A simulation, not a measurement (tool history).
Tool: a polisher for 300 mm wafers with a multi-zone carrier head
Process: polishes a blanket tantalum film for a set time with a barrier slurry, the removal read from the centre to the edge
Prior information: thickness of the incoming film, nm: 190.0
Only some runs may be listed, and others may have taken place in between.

run	day	flow of slurry (ml/min)	pressure of the head's centre zone	pressure of the head's middle zone	pressure of the head's edge zone	abrasive content of the slurry	polishing time (s)	film removed at the wafer's centre (nm)	film removed at mid-radius (nm)	film removed at the wafer's edge (nm)
1	0	135	1	1	1	1	38	60.136	57.332	60.514
2	0.275	125	0.96	1	0.97	0.9	34	47.891	47.881	51.065
3	0.45	125	0.96	0.94	0.97	0.9	34	47.725	44.99	49.01
4	0.688	125	0.96	0.94	0.97	0.9	25	35.111	33.667	36.655
5	1.004	120	0.93	0.94	0.94	0.85	25	33.259	32.36	34.766
6	1.146	120	0.9	0.94	0.94	0.85	25	31.792	32.146	35.409
7	1.408	115	0.88	0.95	0.91	0.8	25	29.196	31.456	32.855

Forecast run 8:
8	1.588	110	0.88	0.95	0.91	0.8	25	?	?	?

{"run 8": {"film removed at the wafer's centre (nm)": 29.344, "film removed at mid-radius (nm)": 31.081, "film removed at the wafer's edge (nm)": 32.928}}
